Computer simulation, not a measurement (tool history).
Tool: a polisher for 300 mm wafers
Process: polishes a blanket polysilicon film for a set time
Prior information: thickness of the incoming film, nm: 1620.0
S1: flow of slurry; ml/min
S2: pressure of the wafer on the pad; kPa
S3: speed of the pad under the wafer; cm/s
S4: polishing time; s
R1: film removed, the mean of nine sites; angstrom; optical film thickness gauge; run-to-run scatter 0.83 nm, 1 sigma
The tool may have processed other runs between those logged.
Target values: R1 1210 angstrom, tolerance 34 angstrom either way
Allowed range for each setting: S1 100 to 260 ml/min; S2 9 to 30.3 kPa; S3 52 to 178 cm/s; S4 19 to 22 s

| run | hour | S1 | S2 | S3 | S4 | R1 |
|---|---|---|---|---|---|---|
| 1 | 0 | 165 | 19.3 | 114 | 22 | 1909.2 |
| 2 | 5.7 | 165 | 19.3 | 114 | 22 | 1888.5 |
| 3 | 8.9 | 165 | 21.4 | 114 | 22 | 2124.5 |
| 4 | 15.3 | 165 | 21.4 | 124 | 22 | 2272.1 |
| 5 | 16 | 125 | 21.4 | 124 | 22 | 2172.7 |
| 6 | 24 | 120 | 18.6 | 124 | 22 | 1876.5 |
| 7 | 27.3 | 115 | 16.5 | 124 | 22 | 1642 |
| 8 | 29.5 | 115 | 15.2 | 124 | 22 | 1544.6 |
| 9 | 37.2 | 115 | 13.8 | 124 | 22 | 1389.8 |
| 10 | 42.4 | 110 | 11 | 124 | 22 | 1118.6 |
| 11 | 43.1 | 115 | 11 | 124 | 22 | 1121.4 |

Which of these 4 next moves meets every target?
| A | 43.8 | 100 | 11 | 118 | 21 | ? |
| B | 43.8 | 120 | 12.4 | 122 | 21 | ? |
| C | 43.8 | 110 | 9.7 | 156 | 20 | ? |
| D | 43.8 | 100 | 10.3 | 134 | 22 | ? |

| move | R1 |
|---|---|
| A | 1005.8 |
| B | 1206.7 |
| C | 1124 |
| D | 1118 |
A: misses by more than the last run did
B: each result inside its tolerance
C: just as far off the targets as the last run
D: just as far off the targets as the last run
So the answer is move B, the one that meets all the targets.
